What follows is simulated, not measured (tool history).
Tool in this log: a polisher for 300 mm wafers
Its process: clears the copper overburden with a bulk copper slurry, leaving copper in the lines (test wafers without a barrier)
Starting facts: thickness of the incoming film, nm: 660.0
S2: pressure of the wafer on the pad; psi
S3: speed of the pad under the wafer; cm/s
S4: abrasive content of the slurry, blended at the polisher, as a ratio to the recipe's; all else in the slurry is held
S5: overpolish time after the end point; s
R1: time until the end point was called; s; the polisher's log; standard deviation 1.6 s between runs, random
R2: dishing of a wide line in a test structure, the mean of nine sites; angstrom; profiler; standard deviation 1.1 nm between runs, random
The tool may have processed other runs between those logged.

{"run": 1, "hour": 0.0, "flow of slurry (ml/min)": 180, "S2": 3.4, "S3": 102, "S4": 1, "S5": 23, "R1": 57.384, "R2": 1155.2}
{"run": 2, "hour": 2.4, "flow of slurry (ml/min)": 180, "S2": 3.2, "S3": 102, "S4": 1, "S5": 23, "R1": 59.783, "R2": 1109.7}
{"run": 3, "hour": 3.9, "flow of slurry (ml/min)": 180, "S2": 3, "S3": 100, "S4": 1, "S5": 23, "R1": 62.111, "R2": 1071.4}
{"run": 4, "hour": 11.9, "flow of slurry (ml/min)": 180, "S2": 2.8, "S3": 98, "S4": 1, "S5": 24, "R1": 69.892, "R2": 1032.5}
{"run": 5, "hour": 19.7, "flow of slurry (ml/min)": 180, "S2": 2.8, "S3": 98, "S4": 1.1, "S5": 24, "R1": 66.652, "R2": 1065.7}
{"run": 6, "hour": 27.6, "flow of slurry (ml/min)": 180, "S2": 2.6, "S3": 96, "S4": 1.1, "S5": 24, "R1": 72.613, "R2": 979.95}

What will run 7 give?
{"hour": 30.6, "done": "slurry nozzle cleaned"}
{"run": 7, "hour": 30.6, "flow of slurry (ml/min)": 180, "S2": 2.5, "S3": 96, "S4": 1.1, "S5": 25, "R1": "?", "R2": "?"}

R1: 74.234 s
R2: 972.71 angstrom

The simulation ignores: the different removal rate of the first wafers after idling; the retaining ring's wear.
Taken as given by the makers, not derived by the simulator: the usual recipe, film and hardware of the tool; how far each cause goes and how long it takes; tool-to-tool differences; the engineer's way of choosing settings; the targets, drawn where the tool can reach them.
